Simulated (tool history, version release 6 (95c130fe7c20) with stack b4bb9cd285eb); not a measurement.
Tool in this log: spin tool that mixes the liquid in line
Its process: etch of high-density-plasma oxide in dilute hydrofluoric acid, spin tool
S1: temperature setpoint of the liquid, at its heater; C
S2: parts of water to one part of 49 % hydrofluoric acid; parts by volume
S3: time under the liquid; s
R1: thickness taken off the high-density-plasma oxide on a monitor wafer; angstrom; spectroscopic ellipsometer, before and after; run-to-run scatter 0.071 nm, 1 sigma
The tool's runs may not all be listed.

{"run": 1, "hour": 0.0, "S1": 23, "S2": 55, "S3": 70, "R1": 111.28}
{"run": 2, "hour": 3.4, "S1": 23, "S2": 55, "S3": 50, "R1": 78.509}
{"run": 3, "hour": 10.7, "S1": 24, "S2": 55, "S3": 50, "R1": 82.632}
{"run": 4, "hour": 19.2, "S1": 24, "S2": 70, "S3": 50, "R1": 63.369}
{"run": 5, "hour": 26.5, "S1": 24, "S2": 70, "S3": 50, "R1": 63.147}
{"run": 6, "hour": 29.1, "S1": 24, "S2": 70, "S3": 50, "R1": 64.034}
{"run": 7, "hour": 37.7, "S1": 24.5, "S2": 70, "S3": 50, "R1": 65.748}
{"hour": 41.3, "done": "thermometer replaced"}
{"run": 8, "hour": 41.3, "S1": 25, "S2": 70, "S3": 50, "R1": 73.763}
{"run": 9, "hour": 45.3, "S1": 25.5, "S2": 70, "S3": 50, "R1": 75.009}

For run 10, what comes out?
{"run": 10, "hour": 48.4, "S1": 26, "S2": 70, "S3": 50, "R1": "?"}

R1: 76.349 angstrom

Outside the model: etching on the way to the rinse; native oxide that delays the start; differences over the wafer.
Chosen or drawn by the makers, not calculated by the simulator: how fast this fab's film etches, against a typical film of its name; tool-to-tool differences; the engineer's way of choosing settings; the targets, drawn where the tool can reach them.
